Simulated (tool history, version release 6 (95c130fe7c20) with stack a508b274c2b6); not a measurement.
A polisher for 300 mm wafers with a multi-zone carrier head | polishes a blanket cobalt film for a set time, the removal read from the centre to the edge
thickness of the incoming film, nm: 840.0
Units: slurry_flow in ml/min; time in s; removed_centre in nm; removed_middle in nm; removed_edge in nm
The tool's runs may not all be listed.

run 1 day=0 | slurry_flow=135 centre_zone=1 middle_zone=1 edge_zone=1 time=42 | removed_centre=263.75 removed_middle=250.82 removed_edge=283.49
run 2 day=0.317 | slurry_flow=145 centre_zone=1 middle_zone=1.03 edge_zone=1.01 time=42 | removed_centre=266.06 removed_middle=261.86 removed_edge=278.43
run 3 day=0.575 | slurry_flow=145 centre_zone=1 middle_zone=0.99 edge_zone=1.01 time=42 | removed_centre=263.58 removed_middle=255.99 removed_edge=282.52
run 4 day=0.908 | slurry_flow=150 centre_zone=1 middle_zone=1.01 edge_zone=1.02 time=43 | removed_centre=273.79 removed_middle=263.72 removed_edge=285.76
-- day=1.271 edge zone pressure recalibrated
run 5 day=1.271 | slurry_flow=145 centre_zone=1 middle_zone=1.03 edge_zone=1.02 time=44 | removed_centre=273.17 removed_middle=276.39 removed_edge=288.87
run 6 day=1.6 | slurry_flow=145 centre_zone=1 middle_zone=1.03 edge_zone=1.02 time=45 | removed_centre=284.18 removed_middle=278.59 removed_edge=296.6
run 7 day=1.688 | slurry_flow=145 centre_zone=1 middle_zone=1.03 edge_zone=1.02 time=45 | removed_centre=284.52 removed_middle=281.8 removed_edge=291.48
run 8 day=1.804 | slurry_flow=145 centre_zone=0.99 middle_zone=1.03 edge_zone=1.02 time=46 | removed_centre=289.66 removed_middle=289.08 removed_edge=308.92
run 9 day=1.858 | slurry_flow=150 centre_zone=0.98 middle_zone=1.04 edge_zone=1.02 time=46 | removed_centre=285.81 removed_middle=291.25 removed_edge=307.3

Forecast run 10:
run 10 day=1.888 | slurry_flow=155 centre_zone=0.98 middle_zone=1.05 edge_zone=1.02 time=46 | removed_centre=? removed_middle=? removed_edge=?

removed_centre: 296.85 nm
removed_middle: 292.65 nm
removed_edge: 302.58 nm

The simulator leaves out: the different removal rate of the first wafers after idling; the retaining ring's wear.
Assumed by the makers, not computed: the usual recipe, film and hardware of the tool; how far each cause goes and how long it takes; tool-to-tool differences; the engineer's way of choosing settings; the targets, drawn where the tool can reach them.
